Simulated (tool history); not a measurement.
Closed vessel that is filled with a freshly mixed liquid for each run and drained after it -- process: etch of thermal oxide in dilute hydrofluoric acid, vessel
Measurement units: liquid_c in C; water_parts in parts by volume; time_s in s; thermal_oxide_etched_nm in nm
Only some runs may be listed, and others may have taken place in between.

run	hour	liquid_c	water_parts	time_s	thermal_oxide_etched_nm
1	0.0	21.0	200	275	5.4514
2	7.6	17.5	200	275	4.8052
3	8.9	20.0	170	275	6.2880
4	16.0	20.0	170	170	3.8803
5	18.3	22.0	140	195	6.1258
6	24.3	23.5	115	215	8.7661
7	32.1	25.0	105	215	10.4330
8	36.2	29.0	70	220	19.4790

What does the tool deliver on the next run?
9	43.8	29.0	70	220	?

Run 9 came out at thermal_oxide_etched_nm 19.4950 nm.

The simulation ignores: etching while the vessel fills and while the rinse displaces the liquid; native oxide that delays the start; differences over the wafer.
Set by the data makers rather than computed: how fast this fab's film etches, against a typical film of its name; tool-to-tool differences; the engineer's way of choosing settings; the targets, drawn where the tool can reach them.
